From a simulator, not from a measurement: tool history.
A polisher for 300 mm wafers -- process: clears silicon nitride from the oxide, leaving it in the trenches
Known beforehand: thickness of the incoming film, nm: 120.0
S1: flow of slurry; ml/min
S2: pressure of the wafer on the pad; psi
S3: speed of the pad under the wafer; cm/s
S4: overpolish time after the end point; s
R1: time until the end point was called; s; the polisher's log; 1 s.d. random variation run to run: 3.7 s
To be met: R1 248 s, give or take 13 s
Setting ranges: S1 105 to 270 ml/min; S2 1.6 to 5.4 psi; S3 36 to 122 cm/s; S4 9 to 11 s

run,hour,S1,S2,S3,S4,R1
1,0,175,3.5,78,11,162.9
2,1.2,150,3.5,78,11,166.36
3,4.3,150,3.5,86,11,153.9
4,7.5,150,3.5,96,11,137.98
5,13.1,150,3.5,88,11,149.51
6,14.4,150,3,86,11,166.16
7,20.4,150,2.6,80,11,199.11
8,22.3,150,2.3,80,11,211.14
9,30.8,150,2.1,80,11,225.43
10,33,150,2,80,11,233.22

Of the 4 settings listed for the next run, only one would bring every result within its allowed miss of target. Which one?
A,35.2,165,1.6,86,9,?
B,35.2,145,2.2,88,9,?
C,35.2,190,1.8,92,11,?
D,35.2,145,2.1,92,11,?

move,R1
A,249.29
B,207.32
C,215.97
D,204.05
A: every result within its allowed miss
B: misses by more than the last run did
C: misses by more than the last run did
D: misses by more than the last run did
Correct choice: A, which meets every target
